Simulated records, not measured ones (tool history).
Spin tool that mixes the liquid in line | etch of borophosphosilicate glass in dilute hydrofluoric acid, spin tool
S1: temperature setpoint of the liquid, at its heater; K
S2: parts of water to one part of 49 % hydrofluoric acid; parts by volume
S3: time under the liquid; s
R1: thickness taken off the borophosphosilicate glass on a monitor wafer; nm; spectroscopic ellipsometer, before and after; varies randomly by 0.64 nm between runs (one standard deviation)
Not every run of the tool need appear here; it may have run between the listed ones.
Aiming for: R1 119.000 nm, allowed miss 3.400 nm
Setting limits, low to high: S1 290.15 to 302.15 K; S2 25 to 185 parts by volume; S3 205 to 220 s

run 1 hour=0.0 | S1=294.15 S2=105 S3=205 | R1=58.227
run 2 hour=0.9 | S1=296.15 S2=95 S3=205 | R1=71.024
run 3 hour=4.1 | S1=296.15 S2=95 S3=205 | R1=71.372
run 4 hour=6.9 | S1=297.65 S2=90 S3=205 | R1=79.902
run 5 hour=7.6 | S1=297.65 S2=90 S3=205 | R1=80.333
run 6 hour=10.1 | S1=299.15 S2=85 S3=205 | R1=90.853
run 7 hour=14.7 | S1=299.15 S2=85 S3=205 | R1=90.783
run 8 hour=16.6 | S1=300.15 S2=80 S3=205 | R1=100.010
run 9 hour=23.2 | S1=300.65 S2=75 S3=205 | R1=110.670
run 10 hour=29.7 | S1=301.15 S2=75 S3=205 | R1=110.840
run 11 hour=34.7 | S1=301.65 S2=75 S3=205 | R1=113.100

Which one of the following 4 next-run settings gets every result inside its allowed miss? There is exactly one.
run A hour=39.7 | S1=300.15 S2=75 S3=205 | R1=?
run B hour=39.7 | S1=302.15 S2=75 S3=220 | R1=?
run C hour=39.7 | S1=300.65 S2=70 S3=205 | R1=?
run D hour=39.7 | S1=300.65 S2=70 S3=220 | R1=?

move=A R1=108.050
move=B R1=125.370
move=C R1=118.890
move=D R1=127.590
A: its largest miss is bigger than the last run's
B: pushes the last run's worst result past its target
C: all results land within tolerance of their targets
D: pushes the last run's worst result past its target
Answer: C

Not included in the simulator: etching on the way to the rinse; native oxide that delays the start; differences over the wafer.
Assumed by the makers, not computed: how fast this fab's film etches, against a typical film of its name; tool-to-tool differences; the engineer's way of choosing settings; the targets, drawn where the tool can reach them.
